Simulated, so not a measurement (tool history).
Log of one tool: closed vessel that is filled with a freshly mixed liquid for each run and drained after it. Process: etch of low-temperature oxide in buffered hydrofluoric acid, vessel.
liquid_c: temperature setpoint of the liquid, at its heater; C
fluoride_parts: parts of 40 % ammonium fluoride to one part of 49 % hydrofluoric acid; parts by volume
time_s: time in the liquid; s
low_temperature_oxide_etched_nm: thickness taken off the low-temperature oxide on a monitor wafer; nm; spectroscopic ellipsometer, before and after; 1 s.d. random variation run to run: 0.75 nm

| run | hour | liquid_c | fluoride_parts | time_s | low_temperature_oxide_etched_nm |
|---|---|---|---|---|---|
| 1 | 0 | 23 | 17 | 100 | 163.85 |
| 2 | 7.5 | 23 | 17 | 105 | 171 |
| 3 | 10.4 | 23 | 17 | 105 | 172.58 |
| 4 | 16.1 | 23 | 14 | 105 | 209.46 |
| 5 | 24.5 | 22.5 | 14 | 105 | 202.65 |
| 6 | 30.2 | 20 | 14 | 105 | 176.98 |
| 7 | 36.7 | 21 | 14 | 105 | 186.82 |

Expected results for the next run?
| 8 | 44.7 | 21.5 | 14 | 105 | ? |

low_temperature_oxide_etched_nm: 191.67 nm

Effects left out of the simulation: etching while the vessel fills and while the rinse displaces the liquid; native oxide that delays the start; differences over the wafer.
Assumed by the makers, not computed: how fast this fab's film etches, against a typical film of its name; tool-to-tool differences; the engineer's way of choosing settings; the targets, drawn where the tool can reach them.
